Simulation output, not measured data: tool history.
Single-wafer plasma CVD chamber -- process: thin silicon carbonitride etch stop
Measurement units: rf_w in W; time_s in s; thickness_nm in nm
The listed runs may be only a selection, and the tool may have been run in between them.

Run 1, day 0.000: rf_w 160 W, time_s 17.3 s. Result: thickness_nm 9.2069 nm.
Run 2, day 0.067: rf_w 165 W, time_s 17.3 s. Result: thickness_nm 9.3235 nm.
Run 3, day 0.396: rf_w 145 W, time_s 17.3 s. Result: thickness_nm 8.7976 nm.
Run 4, day 0.512: rf_w 145 W, time_s 18.8 s. Result: thickness_nm 9.5037 nm.
Run 5, day 0.550: rf_w 150 W, time_s 18.8 s. Result: thickness_nm 9.7014 nm.
Run 6, day 0.800: rf_w 150 W, time_s 16.7 s. Result: thickness_nm 8.6089 nm.
Run 7, day 1.150: rf_w 160 W, time_s 16.7 s. Result: thickness_nm 8.9052 nm.

Run 8 comes next. What will it give?
Run 8, day 1.250: rf_w 185 W, time_s 16.9 s. Result: thickness_nm ?.

Run 8 came out at thickness_nm 9.5794 nm.
